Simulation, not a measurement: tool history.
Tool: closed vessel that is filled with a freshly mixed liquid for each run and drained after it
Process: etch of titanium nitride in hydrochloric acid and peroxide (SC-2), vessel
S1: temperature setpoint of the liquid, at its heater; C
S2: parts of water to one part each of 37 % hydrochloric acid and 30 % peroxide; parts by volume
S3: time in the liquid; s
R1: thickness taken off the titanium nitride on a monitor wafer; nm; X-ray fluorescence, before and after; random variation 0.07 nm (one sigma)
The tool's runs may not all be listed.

run,day,S1,S2,S3,R1
1,0.000,47.0,8.0,295,9.3674
2,0.354,48.5,8.0,295,10.4330
3,0.675,49.5,8.0,295,11.0830
4,0.825,50.5,8.0,295,11.8340
5,1.025,47.5,8.0,295,9.6819
6,1.250,47.5,9.0,295,8.8639
# day 1.638: new drum of peroxide connected
7,1.638,49.0,9.0,295,10.5270
8,1.829,50.0,9.0,295,11.2120
9,2.196,51.0,9.0,295,11.9140
10,2.546,51.5,9.0,295,12.3310
11,2.754,52.0,9.0,295,12.7740
12,2.908,52.5,9.0,295,13.1660
13,3.300,53.0,9.0,295,13.6110

Forecast run 14:
14,3.350,53.0,9.0,295,?

Run 14 gave R1 13.5320 nm.
